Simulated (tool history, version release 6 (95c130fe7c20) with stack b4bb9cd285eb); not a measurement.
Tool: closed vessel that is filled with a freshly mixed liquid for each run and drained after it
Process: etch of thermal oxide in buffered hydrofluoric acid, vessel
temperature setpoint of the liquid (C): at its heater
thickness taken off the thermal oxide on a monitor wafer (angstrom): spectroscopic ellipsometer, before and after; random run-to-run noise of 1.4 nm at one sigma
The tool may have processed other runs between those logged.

run  hour  temperature setpoint of the liquid (C)  parts of 40 % ammonium fluoride to one part of 49 % hydrofluoric acid (parts by volume)  time in the liquid (s)  thickness taken off the thermal oxide on a monitor wafer (angstrom)
  1   0.0                                    25.0                                                                                     10.5                     100                                                               1145.6
  2   4.8                                    27.0                                                                                      9.0                     105                                                               1538.6
  3  13.7                                    27.0                                                                                      7.0                     105                                                               1932.8
  4  20.7                                    27.0                                                                                      5.0                     105                                                               2659.7
  5  30.0                                    24.0                                                                                      5.0                     105                                                               2253.2
  6  30.9                                    22.0                                                                                      5.0                     105                                                               2022.1
  7  38.0                                    24.5                                                                                      5.0                     105                                                               2311.0
  8  43.5                                    26.5                                                                                      5.0                     105                                                               2573.2
  9  50.8                                    27.5                                                                                      5.0                     105                                                               2703.8

The next listed run, before its measurement:
 10  55.0                                    28.5                                                                                      5.0                     105                                                                    ?

Run 10 measured thickness taken off the thermal oxide on a monitor wafer (angstrom) 2860.6.
